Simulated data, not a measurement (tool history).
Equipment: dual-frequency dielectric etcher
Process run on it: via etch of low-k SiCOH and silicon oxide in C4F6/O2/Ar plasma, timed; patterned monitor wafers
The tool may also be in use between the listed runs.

run    day  source power (kW)  bias power (kW)  etch time (s)  mean etch depth across the wafer (nm)
  1  0.000              0.370            0.201           55.5                                 147.06
  2  0.108              0.420            0.215           55.5                                 158.29
  3  0.442              0.450            0.224           55.5                                 164.49
  4  0.692              0.470            0.232           55.5                                 169.02
  5  0.825              0.510            0.232           55.5                                 175.06
     1.029  -- source power generator calibrated
  6  1.029              0.460            0.232           55.5                                 171.09

Expected results for the next run?
  7  1.221              0.470            0.236           55.5                                      ?

For run 7 the tool returned mean etch depth across the wafer (nm) 173.50.
